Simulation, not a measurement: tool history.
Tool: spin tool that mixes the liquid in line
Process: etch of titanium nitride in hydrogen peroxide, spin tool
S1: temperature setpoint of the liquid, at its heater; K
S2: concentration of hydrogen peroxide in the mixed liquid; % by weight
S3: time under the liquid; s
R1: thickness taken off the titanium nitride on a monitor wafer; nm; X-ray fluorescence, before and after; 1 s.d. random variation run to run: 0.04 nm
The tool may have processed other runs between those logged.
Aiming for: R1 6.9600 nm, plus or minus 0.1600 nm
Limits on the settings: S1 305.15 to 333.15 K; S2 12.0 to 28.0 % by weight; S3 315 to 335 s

{"run": 1, "hour": 0.0, "S1": 317.15, "S2": 19.0, "S3": 315, "R1": 10.246}
{"run": 2, "hour": 4.1, "S1": 313.65, "S2": 19.0, "S3": 315, "R1": 7.905}
{"run": 3, "hour": 5.0, "S1": 313.65, "S2": 19.0, "S3": 335, "R1": 8.5387}
{"run": 4, "hour": 9.7, "S1": 313.15, "S2": 19.0, "S3": 335, "R1": 8.0992}
{"run": 5, "hour": 15.7, "S1": 313.15, "S2": 17.0, "S3": 335, "R1": 7.9723}
{"run": 6, "hour": 22.7, "S1": 317.15, "S2": 17.0, "S3": 335, "R1": 10.765}
{"run": 7, "hour": 25.4, "S1": 316.15, "S2": 17.0, "S3": 335, "R1": 9.9788}
{"run": 8, "hour": 28.2, "S1": 315.15, "S2": 17.0, "S3": 335, "R1": 9.3283}
{"run": 9, "hour": 34.4, "S1": 314.65, "S2": 17.0, "S3": 335, "R1": 8.8684}
{"run": 10, "hour": 35.9, "S1": 314.65, "S2": 17.0, "S3": 335, "R1": 8.8213}
{"run": 11, "hour": 45.0, "S1": 314.15, "S2": 17.0, "S3": 335, "R1": 8.5145}
{"run": 12, "hour": 50.0, "S1": 313.65, "S2": 17.0, "S3": 335, "R1": 8.1591}
{"run": 13, "hour": 55.4, "S1": 313.15, "S2": 17.0, "S3": 335, "R1": 7.8708}
{"run": 14, "hour": 58.2, "S1": 312.65, "S2": 17.0, "S3": 335, "R1": 7.6516}
{"run": 15, "hour": 63.4, "S1": 312.15, "S2": 17.0, "S3": 335, "R1": 7.2878}

Pick the move, out of 5, that brings all results within their allowed miss; only one does.
{"run": "A", "hour": 68.6, "S1": 311.15, "S2": 14.5, "S3": 335, "R1": "?"}
{"run": "B", "hour": 68.6, "S1": 310.65, "S2": 17.0, "S3": 335, "R1": "?"}
{"run": "C", "hour": 68.6, "S1": 312.15, "S2": 18.0, "S3": 315, "R1": "?"}
{"run": "D", "hour": 68.6, "S1": 311.65, "S2": 16.5, "S3": 315, "R1": "?"}
{"run": "E", "hour": 68.6, "S1": 311.65, "S2": 17.0, "S3": 315, "R1": "?"}

move=A R1=6.6120
move=B R1=6.5761
move=C R1=7.0336
move=D R1=6.6424
move=E R1=6.6845
A: takes the biggest miss from the last run beyond its target
B: takes the biggest miss from the last run beyond its target
C: meets every target
D: takes the biggest miss from the last run beyond its target
E: takes the biggest miss from the last run beyond its target
Go with C: it meets all targets.

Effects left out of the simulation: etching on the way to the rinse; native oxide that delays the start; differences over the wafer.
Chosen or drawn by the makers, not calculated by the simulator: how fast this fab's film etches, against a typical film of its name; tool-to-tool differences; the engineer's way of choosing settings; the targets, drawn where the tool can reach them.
